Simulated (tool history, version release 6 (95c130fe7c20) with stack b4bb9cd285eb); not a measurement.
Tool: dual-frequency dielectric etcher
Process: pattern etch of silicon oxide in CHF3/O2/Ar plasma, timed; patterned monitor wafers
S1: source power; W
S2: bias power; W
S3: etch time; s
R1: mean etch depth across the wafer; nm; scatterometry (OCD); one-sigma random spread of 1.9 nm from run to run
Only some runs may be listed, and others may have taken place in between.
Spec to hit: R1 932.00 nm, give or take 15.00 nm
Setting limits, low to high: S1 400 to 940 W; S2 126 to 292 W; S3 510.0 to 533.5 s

run  hour   S1   S2     S3       R1
  1   0.0  670  209  510.0  1123.40
  2   8.7  630  204  510.0  1097.30
  3  12.4  630  204  533.5  1145.60
  4  14.7  690  204  533.5  1171.70
  5  16.6  650  191  532.0  1123.30
  6  25.5  620  183  531.5  1092.20
  7  32.9  590  176  531.0  1066.00
  8  40.3  560  170  530.5  1032.80
  9  48.5  540  167  530.0  1017.30
 10  50.5  520  164  530.0  1003.90
 11  58.9  400  152  529.0   915.43

Which single option among these 5 for the next run brings every result within its allowed miss of target? Just one does.
  A  67.3  400  161  514.5   ?
  B  67.3  450  154  519.0   ?
  C  67.3  400  145  518.5   ?
  D  67.3  430  148  519.5   ?
  E  67.3  450  158  533.5   ?

move      R1
   A  904.79
   B  924.12
   C  879.33
   D  902.50
   E  958.40
A: misses by more than the last run did
B: every result within its allowed miss
C: misses by more than the last run did
D: misses by more than the last run did
E: takes the result that was furthest off past its target
The right move is B.

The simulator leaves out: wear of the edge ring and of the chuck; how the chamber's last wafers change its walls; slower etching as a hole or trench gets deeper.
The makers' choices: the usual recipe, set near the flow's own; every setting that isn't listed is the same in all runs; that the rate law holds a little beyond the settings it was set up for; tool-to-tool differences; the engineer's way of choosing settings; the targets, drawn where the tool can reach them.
